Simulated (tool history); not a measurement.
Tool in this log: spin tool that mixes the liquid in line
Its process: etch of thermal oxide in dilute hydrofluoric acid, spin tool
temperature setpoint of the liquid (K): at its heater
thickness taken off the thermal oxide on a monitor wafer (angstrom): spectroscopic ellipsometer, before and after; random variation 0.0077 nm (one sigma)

run	hour	temperature setpoint of the liquid (K)	parts of water to one part of 49 % hydrofluoric acid (parts by volume)	time under the liquid (s)	thickness taken off the thermal oxide on a monitor wafer (angstrom)
1	0.0	293.15	265	55	7.2359
2	3.2	293.15	265	55	7.1041
3	7.5	292.65	275	55	6.7563
4	8.6	292.15	280	55	6.6283
5	17.2	292.15	290	55	6.3265
6	18.6	292.15	290	55	6.1127

Estimate the outcome of run 7 from the log above:
7	25.9	291.65	290	55	?

{"run 7": {"thickness taken off the thermal oxide on a monitor wafer (angstrom)": 5.9997}}
